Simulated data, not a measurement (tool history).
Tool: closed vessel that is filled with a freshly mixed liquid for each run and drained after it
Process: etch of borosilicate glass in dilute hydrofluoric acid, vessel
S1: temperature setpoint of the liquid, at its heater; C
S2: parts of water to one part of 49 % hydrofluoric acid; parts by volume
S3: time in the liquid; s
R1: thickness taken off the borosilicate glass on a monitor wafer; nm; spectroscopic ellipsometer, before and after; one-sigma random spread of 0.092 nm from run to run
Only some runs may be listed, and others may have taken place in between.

run	day	S1	S2	S3	R1
1	0.000	24.0	255	35	3.0775
2	0.058	22.0	255	35	2.8461
3	0.396	22.0	345	35	1.9299
4	0.438	23.5	295	35	2.4168
5	0.508	25.0	250	35	3.2469
6	0.546	26.0	220	35	3.8922
7	0.850	27.0	195	35	4.6653
8	1.088	28.0	175	35	5.5413
9	1.371	28.5	160	35	6.2202
10	1.546	32.0	90	35	13.8860
11	1.858	31.5	90	35	13.8790
12	2.221	30.5	90	35	12.9790

For run 13, what comes out?
13	2.317	29.5	90	35	?

R1: 12.8730 nm

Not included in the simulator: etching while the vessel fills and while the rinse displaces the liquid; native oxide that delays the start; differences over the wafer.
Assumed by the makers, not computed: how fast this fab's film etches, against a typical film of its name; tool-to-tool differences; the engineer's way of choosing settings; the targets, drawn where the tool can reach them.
